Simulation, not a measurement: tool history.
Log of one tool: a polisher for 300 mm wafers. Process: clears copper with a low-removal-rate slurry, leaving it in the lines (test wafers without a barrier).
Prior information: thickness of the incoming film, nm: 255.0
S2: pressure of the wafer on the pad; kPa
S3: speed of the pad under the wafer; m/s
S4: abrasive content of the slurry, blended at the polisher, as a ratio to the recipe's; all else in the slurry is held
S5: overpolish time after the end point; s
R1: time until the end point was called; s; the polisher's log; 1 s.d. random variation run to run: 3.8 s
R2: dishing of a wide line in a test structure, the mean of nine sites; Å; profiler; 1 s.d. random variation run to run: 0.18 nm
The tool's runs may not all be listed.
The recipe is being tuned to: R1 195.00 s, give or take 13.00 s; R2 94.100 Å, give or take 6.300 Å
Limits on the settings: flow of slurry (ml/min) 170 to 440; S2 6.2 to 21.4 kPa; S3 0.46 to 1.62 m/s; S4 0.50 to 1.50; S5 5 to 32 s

Run 1, day 0.000: flow of slurry (ml/min) 280, S2 13.8 kPa, S3 1.04 m/s, S4 1.00, S5 16 s. Result: R1 118.78 s, R2 194.520 Å.
Run 2, day 0.258: flow of slurry (ml/min) 280, S2 13.1 kPa, S3 1.04 m/s, S4 1.00, S5 15 s. Result: R1 128.39 s, R2 182.590 Å.
Run 3, day 0.362: flow of slurry (ml/min) 280, S2 12.4 kPa, S3 1.04 m/s, S4 1.00, S5 14 s. Result: R1 131.88 s, R2 169.060 Å.
Run 4, day 0.604: flow of slurry (ml/min) 280, S2 11.7 kPa, S3 1.02 m/s, S4 1.00, S5 13 s. Result: R1 140.63 s, R2 144.770 Å.
Run 5, day 0.662: flow of slurry (ml/min) 280, S2 13.8 kPa, S3 1.02 m/s, S4 1.00, S5 13 s. Result: R1 119.59 s, R2 162.800 Å.
Run 6, day 1.000: flow of slurry (ml/min) 225, S2 13.8 kPa, S3 1.02 m/s, S4 1.00, S5 13 s. Result: R1 124.38 s, R2 161.570 Å.
Run 7, day 1.083: flow of slurry (ml/min) 225, S2 13.1 kPa, S3 1.02 m/s, S4 1.00, S5 13 s. Result: R1 130.57 s, R2 153.880 Å.
Run 8, day 1.179: flow of slurry (ml/min) 225, S2 12.4 kPa, S3 1.02 m/s, S4 1.00, S5 13 s. Result: R1 133.70 s, R2 153.270 Å.
Run 9, day 1.475: flow of slurry (ml/min) 225, S2 11.7 kPa, S3 1.00 m/s, S4 1.00, S5 13 s. Result: R1 146.38 s, R2 137.620 Å.
Run 10, day 1.762: flow of slurry (ml/min) 225, S2 11.0 kPa, S3 1.00 m/s, S4 1.00, S5 13 s. Result: R1 150.03 s, R2 137.050 Å.
Run 11, day 1.938: flow of slurry (ml/min) 225, S2 10.3 kPa, S3 1.00 m/s, S4 1.00, S5 13 s. Result: R1 159.15 s, R2 128.830 Å.
Run 12, day 2.092: flow of slurry (ml/min) 225, S2 9.0 kPa, S3 0.98 m/s, S4 1.00, S5 12 s. Result: R1 188.51 s, R2 107.500 Å.

Exactly one of the 5 candidate moves below puts every result within its allowed miss. Which one?
Run A, day 2.246: flow of slurry (ml/min) 250, S2 7.6 kPa, S3 0.92 m/s, S4 1.00, S5 15 s. Result: R1 ?, R2 ?.
Run B, day 2.246: flow of slurry (ml/min) 170, S2 11.0 kPa, S3 0.82 m/s, S4 0.85, S5 15 s. Result: R1 ?, R2 ?.
Run C, day 2.246: flow of slurry (ml/min) 220, S2 11.0 kPa, S3 0.80 m/s, S4 0.90, S5 13 s. Result: R1 ?, R2 ?.
Run D, day 2.246: flow of slurry (ml/min) 175, S2 9.0 kPa, S3 1.04 m/s, S4 0.95, S5 15 s. Result: R1 ?, R2 ?.
Run E, day 2.246: flow of slurry (ml/min) 330, S2 8.3 kPa, S3 0.98 m/s, S4 1.05, S5 11 s. Result: R1 ?, R2 ?.

move      R1       R2
   A  225.98  111.250
   B  197.35  126.420
   C  195.23  112.530
   D  182.68  134.420
   E  192.26   97.695
A: the biggest miss grows against the last run
B: the biggest miss grows against the last run
C: the biggest miss grows against the last run
D: the biggest miss grows against the last run
E: all results land within tolerance of their targets
E meets every target.

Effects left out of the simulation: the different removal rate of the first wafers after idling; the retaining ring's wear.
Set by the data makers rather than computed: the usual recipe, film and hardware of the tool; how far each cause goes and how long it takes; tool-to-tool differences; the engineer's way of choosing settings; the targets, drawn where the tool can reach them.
